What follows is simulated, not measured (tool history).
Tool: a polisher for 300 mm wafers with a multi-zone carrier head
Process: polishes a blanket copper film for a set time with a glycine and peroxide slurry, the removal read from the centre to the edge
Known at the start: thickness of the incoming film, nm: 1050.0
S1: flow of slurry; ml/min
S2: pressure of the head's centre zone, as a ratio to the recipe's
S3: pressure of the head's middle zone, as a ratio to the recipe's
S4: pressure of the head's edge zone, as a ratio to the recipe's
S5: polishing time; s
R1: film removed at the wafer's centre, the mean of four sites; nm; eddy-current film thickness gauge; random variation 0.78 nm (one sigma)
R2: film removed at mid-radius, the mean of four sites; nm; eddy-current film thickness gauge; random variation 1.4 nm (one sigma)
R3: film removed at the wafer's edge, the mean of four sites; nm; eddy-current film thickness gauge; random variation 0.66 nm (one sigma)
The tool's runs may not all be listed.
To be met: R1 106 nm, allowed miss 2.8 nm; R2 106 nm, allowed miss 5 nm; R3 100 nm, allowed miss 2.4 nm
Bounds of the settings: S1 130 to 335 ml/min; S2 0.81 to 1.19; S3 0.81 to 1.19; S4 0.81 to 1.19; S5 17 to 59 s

run    day   S1    S2    S3    S4  S5      R1      R2      R3
  1      0  215     1     1     1  38  141.26  132.52  138.26
  2  0.338  210  0.99  1.01  0.95  35  127.31  121.04  123.85
  3  0.658  205  0.98  1.03  0.91  33  118.16  119.73  114.08
  4  0.725  195  0.98  1.01  0.88  32  114.06  110.95  108.09
  5  1.029  195  0.94  1.01  0.88  32  110.25  111.49   107.5
  6    1.4  195  0.94  0.93  0.88  32  109.22  107.88  108.94
  7  1.475  185  0.95  0.95  0.86  32  110.21  106.01  106.09
  8  1.754  175  0.94  0.97  0.84  32  110.62  105.52  105.05
  9  2.125  180  0.91  1.05  0.81  30  98.682  107.55  97.069

4 next moves are on the table. One of them brings every result within its allowed miss. Which?
  A  2.496  135  1.02  0.93  0.89  31   ?   ?   ?
  B  2.496  190  0.86  1.19  0.81  29   ?   ?   ?
  C  2.496  155   0.9  1.13  0.96  29   ?   ?   ?
  D  2.496  215  0.99  1.04   0.9  29   ?   ?   ?

move      R1      R2      R3
   A  110.13  96.336   101.9
   B  91.275  116.21  94.012
   C  92.861  108.34  99.791
   D  106.73  104.89  99.769
A: takes the result that was furthest off past its target
B: further off than the last run
C: further off than the last run
D: meets every target
Answer: D

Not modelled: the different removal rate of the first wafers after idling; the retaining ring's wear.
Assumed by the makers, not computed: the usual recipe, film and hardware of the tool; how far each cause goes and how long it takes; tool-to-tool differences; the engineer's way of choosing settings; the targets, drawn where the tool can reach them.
